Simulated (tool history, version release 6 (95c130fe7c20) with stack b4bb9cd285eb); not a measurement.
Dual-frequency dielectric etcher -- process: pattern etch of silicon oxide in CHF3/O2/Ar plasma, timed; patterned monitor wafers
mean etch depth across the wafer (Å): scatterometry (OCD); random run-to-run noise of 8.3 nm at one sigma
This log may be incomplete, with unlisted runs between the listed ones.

| run | hour | source power (kW) | bias power (kW) | etch time (s) | mean etch depth across the wafer (Å) |
|---|---|---|---|---|---|
| 1 | 0 | 0.51 | 0.18 | 808.5 | 15631 |
| 2 | 5.3 | 0.59 | 0.18 | 808.5 | 16513 |
| 3 | 8.3 | 0.52 | 0.161 | 808.5 | 15274 |
| 4 | 17 | 0.46 | 0.147 | 808.5 | 14258 |
| 5 | 20.9 | 0.37 | 0.147 | 808.5 | 13054 |
| 6 | 23.1 | 0.37 | 0.179 | 808.5 | 13968 |
| 7 | 29.4 | 0.35 | 0.166 | 808.5 | 13091 |

For run 8, what comes out?
| 8 | 31.8 | 0.34 | 0.16 | 808.5 | ? |

{"run 8": {"mean etch depth across the wafer (Å)": 13071}}

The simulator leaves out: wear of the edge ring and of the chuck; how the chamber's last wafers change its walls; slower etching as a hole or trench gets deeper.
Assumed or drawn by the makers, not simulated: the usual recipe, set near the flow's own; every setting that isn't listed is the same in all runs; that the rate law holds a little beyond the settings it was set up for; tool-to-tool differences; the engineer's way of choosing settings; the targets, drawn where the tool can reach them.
